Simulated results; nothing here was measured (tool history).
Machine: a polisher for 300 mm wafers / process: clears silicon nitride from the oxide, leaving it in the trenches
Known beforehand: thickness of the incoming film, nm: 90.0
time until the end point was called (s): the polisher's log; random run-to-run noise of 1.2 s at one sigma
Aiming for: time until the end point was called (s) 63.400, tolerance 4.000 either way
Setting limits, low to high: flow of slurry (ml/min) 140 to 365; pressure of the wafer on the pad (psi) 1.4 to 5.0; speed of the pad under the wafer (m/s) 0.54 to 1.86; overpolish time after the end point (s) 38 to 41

run  hour  flow of slurry (ml/min)  pressure of the wafer on the pad (psi)  speed of the pad under the wafer (m/s)  overpolish time after the end point (s)  time until the end point was called (s)
  1   0.0                      235                                     3.2                                    1.18                                       38                                   81.320
  2   4.3                      200                                     3.2                                    1.18                                       38                                   85.490
  3   8.9                      200                                     2.9                                    1.18                                       38                                   93.031
  4  10.9                      205                                     3.1                                    1.20                                       38                                   85.785
  5  19.5                      210                                     3.3                                    1.20                                       38                                   80.145
  6  22.8                      210                                     3.3                                    1.08                                       38                                   87.834
  7  24.2                      215                                     3.5                                    1.08                                       38                                   81.103
  8  26.3                      215                                     3.5                                    1.08                                       38                                   83.084
  9  28.1                      220                                     3.7                                    1.08                                       38                                   78.567
 10  31.1                      220                                     3.8                                    1.08                                       38                                   76.766
 11  34.0                      220                                     3.8                                    1.08                                       38                                   75.451
 12  41.8                      220                                     3.9                                    1.08                                       38                                   71.547
 13  50.3                      220                                     4.0                                    1.08                                       38                                   70.410
 14  55.8                      220                                     4.1                                    1.08                                       38                                   69.731
 15  63.7                      220                                     4.2                                    1.08                                       38                                   67.722

Which single option among these 5 for the next run brings every result within its allowed miss of target? Just one does.
  A  71.6                      230                                     4.9                                    0.80                                       40                                        ?
  B  71.6                      215                                     4.1                                    1.00                                       38                                        ?
  C  71.6                      210                                     4.0                                    0.94                                       38                                        ?
  D  71.6                      270                                     4.5                                    1.08                                       38                                        ?
  E  71.6                      230                                     4.5                                    0.96                                       38                                        ?

move  time until the end point was called (s)
   A                                   77.569
   B                                   76.271
   C                                   82.758
   D                                   63.674
   E                                   71.775
A: misses by more than the last run did
B: misses by more than the last run did
C: misses by more than the last run did
D: all results in spec
E: misses by more than the last run did
Answer: D
